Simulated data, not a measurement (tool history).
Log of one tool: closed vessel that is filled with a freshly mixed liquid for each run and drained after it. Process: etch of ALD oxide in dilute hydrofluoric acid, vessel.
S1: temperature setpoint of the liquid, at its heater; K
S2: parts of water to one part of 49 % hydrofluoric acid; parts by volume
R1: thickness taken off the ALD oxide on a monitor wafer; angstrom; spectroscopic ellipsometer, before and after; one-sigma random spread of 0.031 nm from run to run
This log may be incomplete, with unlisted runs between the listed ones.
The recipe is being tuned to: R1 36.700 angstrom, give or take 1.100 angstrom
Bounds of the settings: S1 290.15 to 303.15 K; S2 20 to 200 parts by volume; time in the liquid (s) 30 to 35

Run 1, hour 0.0: S1 295.15 K, S2 110 parts by volume, time in the liquid (s) 35. Result: R1 48.133 angstrom.
Run 2, hour 7.5: S1 297.15 K, S2 110 parts by volume, time in the liquid (s) 35. Result: R1 52.427 angstrom.
Run 3, hour 11.1: S1 297.15 K, S2 110 parts by volume, time in the liquid (s) 35. Result: R1 51.890 angstrom.
Run 4, hour 13.8: S1 297.15 K, S2 130 parts by volume, time in the liquid (s) 35. Result: R1 43.032 angstrom.
Run 5, hour 18.6: S1 297.15 K, S2 130 parts by volume, time in the liquid (s) 35. Result: R1 43.252 angstrom.
Run 6, hour 23.6: S1 298.65 K, S2 130 parts by volume, time in the liquid (s) 35. Result: R1 46.707 angstrom.
Run 7, hour 32.2: S1 298.65 K, S2 130 parts by volume, time in the liquid (s) 35. Result: R1 45.515 angstrom.
Run 8, hour 33.9: S1 297.15 K, S2 130 parts by volume, time in the liquid (s) 35. Result: R1 43.056 angstrom.
Run 9, hour 35.4: S1 296.15 K, S2 130 parts by volume, time in the liquid (s) 35. Result: R1 41.607 angstrom.
Run 10, hour 37.3: S1 295.15 K, S2 130 parts by volume, time in the liquid (s) 35. Result: R1 40.053 angstrom.
Run 11, hour 40.2: S1 294.65 K, S2 130 parts by volume, time in the liquid (s) 35. Result: R1 39.276 angstrom.

5 candidate next runs follow, results not yet known. Just one meets every target within its allowed miss. Identify it.
Run A, hour 43.1: S1 293.15 K, S2 120 parts by volume, time in the liquid (s) 30. Result: R1 ?.
Run B, hour 43.1: S1 294.65 K, S2 145 parts by volume, time in the liquid (s) 35. Result: R1 ?.
Run C, hour 43.1: S1 293.15 K, S2 125 parts by volume, time in the liquid (s) 30. Result: R1 ?.
Run D, hour 43.1: S1 292.15 K, S2 135 parts by volume, time in the liquid (s) 35. Result: R1 ?.
Run E, hour 43.1: S1 293.15 K, S2 115 parts by volume, time in the liquid (s) 30. Result: R1 ?.

move      R1
   A  34.138
   B  34.059
   C  32.596
   D  33.459
   E  35.816
A: carries the result that was furthest off beyond its target, to the other side
B: carries the result that was furthest off beyond its target, to the other side
C: carries the result that was furthest off beyond its target, to the other side
D: carries the result that was furthest off beyond its target, to the other side
E: all results in spec
The right move is E.
